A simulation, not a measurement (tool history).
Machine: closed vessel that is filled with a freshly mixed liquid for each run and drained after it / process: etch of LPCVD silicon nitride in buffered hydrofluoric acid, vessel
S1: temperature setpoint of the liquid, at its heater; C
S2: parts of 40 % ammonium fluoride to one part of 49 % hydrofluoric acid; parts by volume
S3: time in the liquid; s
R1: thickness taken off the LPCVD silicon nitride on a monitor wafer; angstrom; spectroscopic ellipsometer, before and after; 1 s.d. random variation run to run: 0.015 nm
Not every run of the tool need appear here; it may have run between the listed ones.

Run 1, hour 0.0: S1 23.0 C, S2 16.5 parts by volume, S3 810 s. Result: R1 78.671 angstrom.
Run 2, hour 6.1: S1 23.0 C, S2 16.5 parts by volume, S3 605 s. Result: R1 59.149 angstrom.
Run 3, hour 7.3: S1 24.5 C, S2 16.5 parts by volume, S3 605 s. Result: R1 64.052 angstrom.
Run 4, hour 14.6: S1 24.5 C, S2 16.5 parts by volume, S3 605 s. Result: R1 64.259 angstrom.
Run 5, hour 19.2: S1 23.0 C, S2 17.0 parts by volume, S3 605 s. Result: R1 57.091 angstrom.
Run 6, hour 22.8: S1 20.5 C, S2 17.0 parts by volume, S3 605 s. Result: R1 49.819 angstrom.
Run 7, hour 31.8: S1 20.0 C, S2 17.0 parts by volume, S3 605 s. Result: R1 48.492 angstrom.
Run 8, hour 35.8: S1 19.5 C, S2 17.0 parts by volume, S3 605 s. Result: R1 47.146 angstrom.
Run 9, hour 42.4: S1 19.0 C, S2 17.0 parts by volume, S3 605 s. Result: R1 45.841 angstrom.
Run 10, hour 43.1: S1 18.5 C, S2 17.0 parts by volume, S3 605 s. Result: R1 44.548 angstrom.
Run 11, hour 50.6: S1 18.0 C, S2 17.0 parts by volume, S3 605 s. Result: R1 43.452 angstrom.
Run 12, hour 55.5: S1 18.5 C, S2 17.0 parts by volume, S3 605 s. Result: R1 44.534 angstrom.

The next listed run, before its measurement:
At hour 56.8: hydrofluoric acid flow meter replaced.
Run 13, hour 56.8: S1 18.0 C, S2 17.0 parts by volume, S3 605 s. Result: R1 ?.

Run 13 gave R1 41.016 angstrom.
